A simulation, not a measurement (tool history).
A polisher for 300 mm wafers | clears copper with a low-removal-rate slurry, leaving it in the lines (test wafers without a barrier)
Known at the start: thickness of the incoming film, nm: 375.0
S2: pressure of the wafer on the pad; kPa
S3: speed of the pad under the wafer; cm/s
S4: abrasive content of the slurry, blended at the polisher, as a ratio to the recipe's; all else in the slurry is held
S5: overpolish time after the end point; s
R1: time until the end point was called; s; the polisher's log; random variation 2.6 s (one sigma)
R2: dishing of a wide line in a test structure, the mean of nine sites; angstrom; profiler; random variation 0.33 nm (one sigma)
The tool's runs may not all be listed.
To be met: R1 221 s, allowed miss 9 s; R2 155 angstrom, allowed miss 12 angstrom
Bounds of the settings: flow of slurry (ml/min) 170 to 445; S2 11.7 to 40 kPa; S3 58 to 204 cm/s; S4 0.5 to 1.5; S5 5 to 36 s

Run 1, hour 0: flow of slurry (ml/min) 285, S2 25.5 kPa, S3 130 cm/s, S4 1, S5 18 s. Result: R1 84.208 s, R2 582.14 angstrom.
Run 2, hour 9: flow of slurry (ml/min) 285, S2 23.4 kPa, S3 120 cm/s, S4 1, S5 16 s. Result: R1 97.783 s, R2 464.53 angstrom.
Run 3, hour 13.5: flow of slurry (ml/min) 285, S2 21.4 kPa, S3 110 cm/s, S4 1, S5 15 s. Result: R1 115.57 s, R2 361.25 angstrom.
Run 4, hour 20.1: flow of slurry (ml/min) 285, S2 20 kPa, S3 104 cm/s, S4 1, S5 14 s. Result: R1 131.61 s, R2 317.27 angstrom.
Run 5, hour 23.9: flow of slurry (ml/min) 285, S2 20 kPa, S3 104 cm/s, S4 1.1, S5 14 s. Result: R1 126.88 s, R2 330 angstrom.
Run 6, hour 27.2: flow of slurry (ml/min) 285, S2 20 kPa, S3 128 cm/s, S4 1.1, S5 14 s. Result: R1 106.74 s, R2 388.51 angstrom.
Run 7, hour 33.4: flow of slurry (ml/min) 285, S2 18.6 kPa, S3 120 cm/s, S4 1.1, S5 13 s. Result: R1 121.28 s, R2 321.51 angstrom.
Run 8, hour 37.6: flow of slurry (ml/min) 285, S2 17.2 kPa, S3 114 cm/s, S4 1.1, S5 12 s. Result: R1 137.35 s, R2 265.81 angstrom.
Run 9, hour 42.9: flow of slurry (ml/min) 285, S2 16.5 kPa, S3 110 cm/s, S4 1.1, S5 12 s. Result: R1 143.67 s, R2 246.15 angstrom.
Run 10, hour 46.2: flow of slurry (ml/min) 285, S2 15.9 kPa, S3 106 cm/s, S4 1.1, S5 12 s. Result: R1 156.2 s, R2 237.44 angstrom.
Run 11, hour 50.9: flow of slurry (ml/min) 285, S2 15.2 kPa, S3 104 cm/s, S4 1.1, S5 12 s. Result: R1 169.18 s, R2 216.23 angstrom.
Run 12, hour 58: flow of slurry (ml/min) 285, S2 14.5 kPa, S3 102 cm/s, S4 1.1, S5 12 s. Result: R1 177.41 s, R2 201.21 angstrom.
Run 13, hour 63.1: flow of slurry (ml/min) 280, S2 11.7 kPa, S3 86 cm/s, S4 1.1, S5 11 s. Result: R1 253.32 s, R2 135.73 angstrom.

4 next moves are on the table. One of them brings every result within its allowed miss. Which?
Run A, hour 68.2: flow of slurry (ml/min) 265, S2 11.7 kPa, S3 74 cm/s, S4 0.95, S5 13 s. Result: R1 ?, R2 ?.
Run B, hour 68.2: flow of slurry (ml/min) 270, S2 13.8 kPa, S3 70 cm/s, S4 0.95, S5 12 s. Result: R1 ?, R2 ?.
Run C, hour 68.2: flow of slurry (ml/min) 275, S2 15.9 kPa, S3 74 cm/s, S4 0.9, S5 11 s. Result: R1 ?, R2 ?.
Run D, hour 68.2: flow of slurry (ml/min) 290, S2 13.1 kPa, S3 60 cm/s, S4 1.2, S5 13 s. Result: R1 ?, R2 ?.

move      R1      R2
   A  300.01   138.5
   B  269.41  142.69
   C  226.65   155.3
   D   306.3  136.12
A: further off than the last run
B: further off than the last run
C: meets every target
D: further off than the last run
Move C is the one to make.
